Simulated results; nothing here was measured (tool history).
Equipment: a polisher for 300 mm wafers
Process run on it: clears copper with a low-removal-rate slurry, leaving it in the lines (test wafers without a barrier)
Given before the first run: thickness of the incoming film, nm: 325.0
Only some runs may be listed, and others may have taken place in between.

| run | hour | flow of slurry (ml/min) | pressure of the wafer on the pad (psi) | speed of the pad under the wafer (m/s) | abrasive content of the slurry | overpolish time after the end point (s) | time until the end point was called (s) | dishing of a wide line in a test structure (angstrom) |
|---|---|---|---|---|---|---|---|---|
| 1 | 0 | 320 | 2.2 | 0.92 | 1 | 13 | 152.99 | 195.48 |
| 2 | 6.3 | 320 | 2.2 | 0.92 | 1 | 17 | 150.59 | 254.6 |
| 3 | 10.6 | 320 | 2.2 | 1.02 | 1 | 17 | 138.13 | 264.91 |
| 4 | 16.1 | 320 | 1.7 | 1.02 | 1 | 17 | 177.67 | 214.6 |
| 5 | 19.3 | 320 | 1.7 | 0.84 | 1 | 17 | 211.88 | 186.93 |
| 6 | 21.3 | 390 | 1.7 | 0.84 | 1 | 17 | 199.69 | 192.07 |
| 7 | 24.1 | 360 | 1.2 | 0.82 | 1 | 17 | 300.8 | 144.58 |
| 8 | 28.1 | 365 | 1.2 | 0.82 | 1 | 17 | 296.33 | 139.06 |
| 9 | 33.5 | 370 | 1.2 | 0.82 | 1 | 17 | 300.15 | 135.49 |

Predict the results of run 10:
| 10 | 36.5 | 380 | 1.3 | 0.82 | 1 | 17 | ? | ? |

time until the end point was called (s): 288.06
dishing of a wide line in a test structure (angstrom): 149.37
